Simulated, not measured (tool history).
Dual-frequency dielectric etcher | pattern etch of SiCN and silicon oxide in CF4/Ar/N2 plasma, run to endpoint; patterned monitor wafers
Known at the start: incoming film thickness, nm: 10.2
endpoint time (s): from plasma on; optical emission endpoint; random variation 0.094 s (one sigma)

run 1 day=0 | source_power_(W)=460 bias_power_(W)=59 Ar_flow_(sccm)=91 CF4_flow_(sccm)=49 | endpoint_time_(s)=11.828
run 2 day=0.362 | source_power_(W)=440 bias_power_(W)=59 Ar_flow_(sccm)=91 CF4_flow_(sccm)=49 | endpoint_time_(s)=12.452
run 3 day=0.392 | source_power_(W)=420 bias_power_(W)=59 Ar_flow_(sccm)=91 CF4_flow_(sccm)=49 | endpoint_time_(s)=12.58
run 4 day=0.562 | source_power_(W)=400 bias_power_(W)=59 Ar_flow_(sccm)=91 CF4_flow_(sccm)=49 | endpoint_time_(s)=13.229
run 5 day=0.762 | source_power_(W)=390 bias_power_(W)=59 Ar_flow_(sccm)=91 CF4_flow_(sccm)=49 | endpoint_time_(s)=13.507
run 6 day=1.125 | source_power_(W)=380 bias_power_(W)=59 Ar_flow_(sccm)=91 CF4_flow_(sccm)=49 | endpoint_time_(s)=13.664
run 7 day=1.246 | source_power_(W)=380 bias_power_(W)=59 Ar_flow_(sccm)=91 CF4_flow_(sccm)=49 | endpoint_time_(s)=13.663

Run 8 comes next. What will it give?
run 8 day=1.475 | source_power_(W)=370 bias_power_(W)=59 Ar_flow_(sccm)=91 CF4_flow_(sccm)=49 | endpoint_time_(s)=?

endpoint time (s): 13.925
